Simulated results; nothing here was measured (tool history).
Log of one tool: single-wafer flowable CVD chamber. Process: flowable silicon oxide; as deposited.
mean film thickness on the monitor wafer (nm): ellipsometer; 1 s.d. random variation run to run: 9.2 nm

| run | day | heater temperature setpoint (K) | chamber pressure (Pa) | RF power (W) | deposition time (s) | mean film thickness on the monitor wafer (nm) |
|---|---|---|---|---|---|---|
| 1 | 0 | 368.15 | 112.1 | 2680 | 1160 | 911.32 |
| 2 | 0.288 | 368.15 | 112.1 | 2820 | 1160 | 928.82 |
| 3 | 0.446 | 363.15 | 112.3 | 2820 | 1160 | 1111.2 |
| 4 | 0.817 | 363.15 | 112.3 | 2820 | 1160 | 1108.3 |
| 5 | 1.054 | 370.15 | 112.3 | 2820 | 1160 | 860.28 |
| 6 | 1.238 | 370.15 | 112.3 | 2675 | 1160 | 854.82 |

Run 7 is up next; what results do you expect?
| 7 | 1.321 | 365.15 | 112.4 | 2675 | 1160 | ? |

{"run 7": {"mean film thickness on the monitor wafer (nm)": 1032.1}}
